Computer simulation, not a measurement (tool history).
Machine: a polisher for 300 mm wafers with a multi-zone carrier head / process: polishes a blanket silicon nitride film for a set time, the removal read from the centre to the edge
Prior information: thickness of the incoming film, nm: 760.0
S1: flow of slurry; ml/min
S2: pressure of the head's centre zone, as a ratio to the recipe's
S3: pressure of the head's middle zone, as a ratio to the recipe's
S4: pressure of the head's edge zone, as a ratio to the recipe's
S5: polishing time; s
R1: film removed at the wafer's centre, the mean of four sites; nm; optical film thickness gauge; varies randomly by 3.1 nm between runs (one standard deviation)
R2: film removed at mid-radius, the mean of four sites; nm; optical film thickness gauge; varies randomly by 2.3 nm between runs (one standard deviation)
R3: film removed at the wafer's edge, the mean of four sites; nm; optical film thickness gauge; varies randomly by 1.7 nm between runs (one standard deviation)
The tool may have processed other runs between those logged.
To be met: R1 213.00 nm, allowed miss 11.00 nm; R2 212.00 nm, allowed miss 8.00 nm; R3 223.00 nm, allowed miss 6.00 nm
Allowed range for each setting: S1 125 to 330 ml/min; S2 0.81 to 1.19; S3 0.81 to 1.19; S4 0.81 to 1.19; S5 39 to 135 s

{"run": 1, "day": 0.0, "S1": 210, "S2": 1.0, "S3": 1.0, "S4": 1.0, "S5": 87, "R1": 170.46, "R2": 189.22, "R3": 189.05}
{"run": 2, "day": 0.054, "S1": 220, "S2": 1.02, "S3": 1.0, "S4": 1.03, "S5": 88, "R1": 176.17, "R2": 191.83, "R3": 189.0}
{"run": 3, "day": 0.154, "S1": 220, "S2": 1.02, "S3": 0.99, "S4": 1.03, "S5": 91, "R1": 187.22, "R2": 193.87, "R3": 195.35}
{"run": 4, "day": 0.45, "S1": 220, "S2": 1.02, "S3": 0.93, "S4": 1.03, "S5": 91, "R1": 191.88, "R2": 184.7, "R3": 197.23}
{"run": 5, "day": 0.483, "S1": 225, "S2": 1.02, "S3": 0.93, "S4": 1.04, "S5": 93, "R1": 193.96, "R2": 185.58, "R3": 201.24}
{"run": 6, "day": 0.742, "S1": 225, "S2": 1.02, "S3": 0.94, "S4": 1.04, "S5": 95, "R1": 198.65, "R2": 191.63, "R3": 205.99}
{"run": 7, "day": 0.804, "S1": 225, "S2": 1.02, "S3": 0.95, "S4": 1.04, "S5": 96, "R1": 200.94, "R2": 197.86, "R3": 210.06}
{"run": 8, "day": 1.175, "S1": 230, "S2": 1.02, "S3": 0.95, "S4": 1.05, "S5": 97, "R1": 198.85, "R2": 200.59, "R3": 214.74}
{"run": 9, "day": 1.362, "S1": 235, "S2": 1.03, "S3": 0.95, "S4": 1.05, "S5": 98, "R1": 207.53, "R2": 202.82, "R3": 217.04}
{"run": 10, "day": 1.621, "S1": 240, "S2": 1.03, "S3": 0.95, "S4": 1.05, "S5": 98, "R1": 205.98, "R2": 203.98, "R3": 213.5}

Exercise: of the 5 proposed moves below, exactly one satisfies all targets within the stated allowed misses. Which move is it?
{"run": "A", "day": 1.879, "S1": 240, "S2": 1.05, "S3": 1.09, "S4": 0.96, "S5": 97, "R1": "?", "R2": "?", "R3": "?"}
{"run": "B", "day": 1.879, "S1": 235, "S2": 1.05, "S3": 0.94, "S4": 1.02, "S5": 96, "R1": "?", "R2": "?", "R3": "?"}
{"run": "C", "day": 1.879, "S1": 250, "S2": 1.02, "S3": 0.94, "S4": 1.02, "S5": 103, "R1": "?", "R2": "?", "R3": "?"}
{"run": "D", "day": 1.879, "S1": 265, "S2": 1.1, "S3": 1.03, "S4": 1.01, "S5": 92, "R1": "?", "R2": "?", "R3": "?"}
{"run": "E", "day": 1.879, "S1": 215, "S2": 1.01, "S3": 1.0, "S4": 1.0, "S5": 98, "R1": "?", "R2": "?", "R3": "?"}

move=A R1=210.11 R2=223.16 R3=206.88
move=B R1=207.26 R2=194.46 R3=208.77
move=C R1=217.36 R2=209.90 R3=224.98
move=D R1=210.97 R2=203.50 R3=200.90
move=E R1=201.50 R2=207.31 R3=210.23
A: further off than the last run
B: further off than the last run
C: all results land within tolerance of their targets
D: further off than the last run
E: further off than the last run
So the answer is move C, the one that meets all the targets.
